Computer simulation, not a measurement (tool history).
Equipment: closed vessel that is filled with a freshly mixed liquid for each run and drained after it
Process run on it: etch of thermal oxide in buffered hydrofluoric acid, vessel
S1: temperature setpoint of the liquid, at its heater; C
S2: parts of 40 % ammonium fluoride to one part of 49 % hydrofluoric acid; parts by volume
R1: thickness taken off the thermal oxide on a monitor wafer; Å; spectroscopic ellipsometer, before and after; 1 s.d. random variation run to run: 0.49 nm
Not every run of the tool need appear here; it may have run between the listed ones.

{"run": 1, "hour": 0.0, "S1": 23, "S2": 9.5, "time in the liquid (s)": 90, "R1": 994.51}
{"run": 2, "hour": 5.0, "S1": 23, "S2": 11, "time in the liquid (s)": 90, "R1": 879.87}
{"run": 3, "hour": 9.3, "S1": 21, "S2": 11, "time in the liquid (s)": 90, "R1": 779.33}
{"run": 4, "hour": 13.1, "S1": 24.5, "S2": 11, "time in the liquid (s)": 90, "R1": 945.7}
{"run": 5, "hour": 19.8, "S1": 23, "S2": 11, "time in the liquid (s)": 90, "R1": 869.81}
{"run": 6, "hour": 28.7, "S1": 26, "S2": 11, "time in the liquid (s)": 90, "R1": 1029.8}
{"run": 7, "hour": 36.3, "S1": 24.5, "S2": 11, "time in the liquid (s)": 90, "R1": 938.43}
{"run": 8, "hour": 38.6, "S1": 20.5, "S2": 12, "time in the liquid (s)": 90, "R1": 708.48}
{"run": 9, "hour": 47.5, "S1": 20, "S2": 12, "time in the liquid (s)": 90, "R1": 688.1}
{"run": 10, "hour": 49.4, "S1": 19.5, "S2": 12, "time in the liquid (s)": 90, "R1": 664.28}

Estimate the outcome of run 11 from the log above:
{"run": 11, "hour": 54.7, "S1": 19, "S2": 12, "time in the liquid (s)": 90, "R1": "?"}

Run 11 measured R1 641.58 Å.

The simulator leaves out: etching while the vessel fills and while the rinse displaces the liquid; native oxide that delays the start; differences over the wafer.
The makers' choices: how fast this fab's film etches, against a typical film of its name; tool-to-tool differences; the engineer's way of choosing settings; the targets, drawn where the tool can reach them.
